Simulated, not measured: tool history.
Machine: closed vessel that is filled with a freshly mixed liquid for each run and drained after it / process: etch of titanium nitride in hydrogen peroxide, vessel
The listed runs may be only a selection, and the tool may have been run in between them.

run	hour	temperature setpoint of the liquid (K)	concentration of hydrogen peroxide in the mixed liquid (% by weight)	time in the liquid (s)	thickness taken off the titanium nitride on a monitor wafer (Å)
1	0	316.15	16.5	160	23.783
2	5.6	316.15	18	160	24.103
3	7.3	316.15	19.5	160	24.785
4	11.6	311.15	19.5	160	16.798
5	20.8	312.15	19.5	160	18.224
6	25.5	317.65	19.5	160	27.621

What does the tool deliver on the next run?
7	27.2	316.65	19.5	160	?

thickness taken off the titanium nitride on a monitor wafer (Å): 25.78

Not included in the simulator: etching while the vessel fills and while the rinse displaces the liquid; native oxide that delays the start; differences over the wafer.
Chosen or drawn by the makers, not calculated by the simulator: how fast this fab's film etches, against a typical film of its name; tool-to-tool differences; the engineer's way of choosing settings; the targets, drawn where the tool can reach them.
